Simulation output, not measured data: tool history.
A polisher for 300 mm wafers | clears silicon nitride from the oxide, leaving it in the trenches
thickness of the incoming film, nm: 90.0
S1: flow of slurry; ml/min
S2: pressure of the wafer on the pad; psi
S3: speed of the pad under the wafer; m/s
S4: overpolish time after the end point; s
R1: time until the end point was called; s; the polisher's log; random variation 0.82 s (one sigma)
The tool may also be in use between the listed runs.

{"run": 1, "hour": 0.0, "S1": 240, "S2": 3.0, "S3": 0.94, "S4": 7, "R1": 118.41}
{"run": 2, "hour": 5.5, "S1": 245, "S2": 3.1, "S3": 0.94, "S4": 7, "R1": 114.47}
{"run": 3, "hour": 6.6, "S1": 185, "S2": 3.1, "S3": 0.94, "S4": 7, "R1": 116.18}
{"run": 4, "hour": 8.8, "S1": 185, "S2": 2.5, "S3": 0.94, "S4": 7, "R1": 140.24}
{"run": 5, "hour": 15.8, "S1": 240, "S2": 2.5, "S3": 0.94, "S4": 7, "R1": 140.62}
{"run": 6, "hour": 24.3, "S1": 240, "S2": 2.5, "S3": 0.94, "S4": 7, "R1": 137.48}
{"run": 7, "hour": 29.2, "S1": 240, "S2": 2.8, "S3": 0.94, "S4": 7, "R1": 125.29}
{"run": 8, "hour": 33.4, "S1": 240, "S2": 3.0, "S3": 0.94, "S4": 7, "R1": 117.5}

Forecast run 9:
{"run": 9, "hour": 36.8, "S1": 240, "S2": 3.1, "S3": 0.94, "S4": 7, "R1": "?"}

{"run 9": {"R1": 113.71}}
